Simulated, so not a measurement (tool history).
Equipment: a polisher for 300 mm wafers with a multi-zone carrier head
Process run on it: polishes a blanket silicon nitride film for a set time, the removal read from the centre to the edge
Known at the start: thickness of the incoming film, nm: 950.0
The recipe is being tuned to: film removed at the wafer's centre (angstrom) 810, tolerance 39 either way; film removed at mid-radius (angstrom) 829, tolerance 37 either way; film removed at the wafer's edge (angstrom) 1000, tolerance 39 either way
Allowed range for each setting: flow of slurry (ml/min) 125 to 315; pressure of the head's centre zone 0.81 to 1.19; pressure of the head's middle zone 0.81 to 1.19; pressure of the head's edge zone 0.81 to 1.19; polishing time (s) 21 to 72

run,hour,flow of slurry (ml/min),pressure of the head's centre zone,pressure of the head's middle zone,pressure of the head's edge zone,polishing time (s),film removed at the wafer's centre (angstrom),film removed at mid-radius (angstrom),film removed at the wafer's edge (angstrom)
1,0,205,1,1,1,46,1042.2,1022.7,1040
2,5.9,205,0.95,1,1,46,977.74,1022.3,1039.2
3,13.1,205,0.95,1.06,1,46,1001.7,1047.4,1027.4
4,13.7,205,0.95,1.06,0.97,46,976.34,1077.1,1014.4
5,17.8,205,1,1.06,0.97,46,1041.9,1076.2,1010.8
6,18.9,205,1,1.06,0.97,36,826.33,841.61,797.52
7,22.3,205,0.98,1.04,1,37,819.47,846.11,843.29
8,30.7,220,0.94,0.94,1.1,39,834.81,835.11,925.84
9,33.1,220,0.93,0.93,1.11,39,831.95,828.21,945.87
10,35.6,220,0.92,0.93,1.12,39,815.84,822.64,931.7

Exactly one of the 4 candidate moves below puts every result within its allowed miss. Which one?
A,38.1,225,0.89,0.89,1.16,44,?,?,?
B,38.1,205,0.85,0.98,1.11,42,?,?,?
C,38.1,190,0.87,0.89,1.16,42,?,?,?
D,38.1,220,0.99,0.94,1.14,37,?,?,?

move,film removed at the wafer's centre (angstrom),film removed at mid-radius (angstrom),film removed at the wafer's edge (angstrom)
A,881.34,907.82,1089.4
B,791.53,926.67,1005.2
C,798.77,844.45,1020.1
D,822.51,796,905.18
A: moves the result that the last run missed by most past its target, out the other side
B: meets the target for the result that was furthest off, but another lies outside its allowed miss
C: every result within its allowed miss
D: lands further from the targets than the last run did
C is the move that brings every result within its allowed miss.

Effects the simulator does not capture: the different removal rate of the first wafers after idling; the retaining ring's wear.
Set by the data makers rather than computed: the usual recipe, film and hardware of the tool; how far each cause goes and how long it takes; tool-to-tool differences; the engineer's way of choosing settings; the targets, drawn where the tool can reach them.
